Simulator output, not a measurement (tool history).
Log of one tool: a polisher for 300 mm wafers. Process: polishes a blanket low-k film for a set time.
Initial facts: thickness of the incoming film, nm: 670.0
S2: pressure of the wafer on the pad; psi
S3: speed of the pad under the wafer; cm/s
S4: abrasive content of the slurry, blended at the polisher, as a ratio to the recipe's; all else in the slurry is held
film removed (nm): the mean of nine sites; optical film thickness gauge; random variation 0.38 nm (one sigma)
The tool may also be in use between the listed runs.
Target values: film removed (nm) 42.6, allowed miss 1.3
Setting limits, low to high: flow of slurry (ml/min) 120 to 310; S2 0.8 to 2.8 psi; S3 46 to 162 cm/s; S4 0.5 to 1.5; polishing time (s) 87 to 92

Run 1, hour 0: flow of slurry (ml/min) 200, S2 1.8 psi, S3 104 cm/s, S4 1, polishing time (s) 87. Result: film removed (nm) 34.056.
Run 2, hour 2.2: flow of slurry (ml/min) 205, S2 1.9 psi, S3 104 cm/s, S4 1, polishing time (s) 87. Result: film removed (nm) 36.003.
Run 3, hour 10.5: flow of slurry (ml/min) 205, S2 2.1 psi, S3 104 cm/s, S4 1, polishing time (s) 87. Result: film removed (nm) 39.649.
Run 4, hour 15.3: flow of slurry (ml/min) 205, S2 2.1 psi, S3 104 cm/s, S4 1.1, polishing time (s) 87. Result: film removed (nm) 41.246.
Run 5, hour 16.7: flow of slurry (ml/min) 205, S2 1.7 psi, S3 104 cm/s, S4 1.1, polishing time (s) 87. Result: film removed (nm) 33.585.
Run 6, hour 19.6: flow of slurry (ml/min) 205, S2 1.9 psi, S3 104 cm/s, S4 1.1, polishing time (s) 87. Result: film removed (nm) 37.451.
Run 7, hour 25.7: flow of slurry (ml/min) 210, S2 1.9 psi, S3 104 cm/s, S4 1.1, polishing time (s) 87. Result: film removed (nm) 37.169.
Run 8, hour 29.9: flow of slurry (ml/min) 210, S2 2 psi, S3 104 cm/s, S4 1.1, polishing time (s) 87. Result: film removed (nm) 39.606.
Run 9, hour 31.7: flow of slurry (ml/min) 215, S2 2 psi, S3 104 cm/s, S4 1.1, polishing time (s) 87. Result: film removed (nm) 39.143.
Run 10, hour 40.3: flow of slurry (ml/min) 215, S2 2.1 psi, S3 104 cm/s, S4 1.1, polishing time (s) 87. Result: film removed (nm) 41.183.

Pick the move, out of 5, that brings all results within their allowed miss; only one does.
Run A, hour 48.9: flow of slurry (ml/min) 135, S2 2.3 psi, S3 128 cm/s, S4 1, polishing time (s) 88. Result: film removed (nm) ?.
Run B, hour 48.9: flow of slurry (ml/min) 250, S2 2 psi, S3 108 cm/s, S4 1.15, polishing time (s) 88. Result: film removed (nm) ?.
Run C, hour 48.9: flow of slurry (ml/min) 200, S2 2.2 psi, S3 90 cm/s, S4 1.25, polishing time (s) 87. Result: film removed (nm) ?.
Run D, hour 48.9: flow of slurry (ml/min) 185, S2 1.9 psi, S3 106 cm/s, S4 1.1, polishing time (s) 89. Result: film removed (nm) ?.
Run E, hour 48.9: flow of slurry (ml/min) 260, S2 2.4 psi, S3 90 cm/s, S4 1.25, polishing time (s) 90. Result: film removed (nm) ?.

move  film removed (nm)
   A             46.774
   B              41.79
   C             39.649
   D             37.503
   E             46.151
A: moves the result that the last run missed by most past its target, out the other side
B: hits every target within its allowed miss
C: its largest miss is bigger than the last run's
D: its largest miss is bigger than the last run's
E: moves the result that the last run missed by most past its target, out the other side
Move B is the one to make.
